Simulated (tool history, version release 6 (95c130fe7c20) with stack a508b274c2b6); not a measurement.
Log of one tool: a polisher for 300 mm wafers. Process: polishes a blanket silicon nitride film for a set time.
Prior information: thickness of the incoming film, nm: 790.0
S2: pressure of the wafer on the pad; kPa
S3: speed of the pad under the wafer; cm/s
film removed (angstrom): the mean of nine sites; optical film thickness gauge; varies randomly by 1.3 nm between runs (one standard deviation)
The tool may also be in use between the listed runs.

{"run": 1, "day": 0.0, "flow of slurry (ml/min)": 280, "S2": 33.1, "S3": 130, "polishing time (s)": 65, "film removed (angstrom)": 1562.3}
{"run": 2, "day": 0.342, "flow of slurry (ml/min)": 280, "S2": 41.4, "S3": 130, "polishing time (s)": 65, "film removed (angstrom)": 1931.3}
{"run": 3, "day": 0.404, "flow of slurry (ml/min)": 280, "S2": 37.9, "S3": 128, "polishing time (s)": 65, "film removed (angstrom)": 1771}
{"run": 4, "day": 0.775, "flow of slurry (ml/min)": 280, "S2": 35.2, "S3": 126, "polishing time (s)": 65, "film removed (angstrom)": 1633.9}
{"run": 5, "day": 0.996, "flow of slurry (ml/min)": 280, "S2": 32.4, "S3": 124, "polishing time (s)": 65, "film removed (angstrom)": 1531}
{"run": 6, "day": 1.292, "flow of slurry (ml/min)": 280, "S2": 32.4, "S3": 156, "polishing time (s)": 65, "film removed (angstrom)": 1799.1}
{"run": 7, "day": 1.667, "flow of slurry (ml/min)": 270, "S2": 22.8, "S3": 124, "polishing time (s)": 65, "film removed (angstrom)": 1080.7}
{"run": 8, "day": 1.771, "flow of slurry (ml/min)": 270, "S2": 22.1, "S3": 124, "polishing time (s)": 65, "film removed (angstrom)": 1026}

Predict the results of run 9:
{"run": 9, "day": 1.962, "flow of slurry (ml/min)": 270, "S2": 21.4, "S3": 124, "polishing time (s)": 65, "film removed (angstrom)": "?"}

For run 9 the tool returned film removed (angstrom) 990.23.
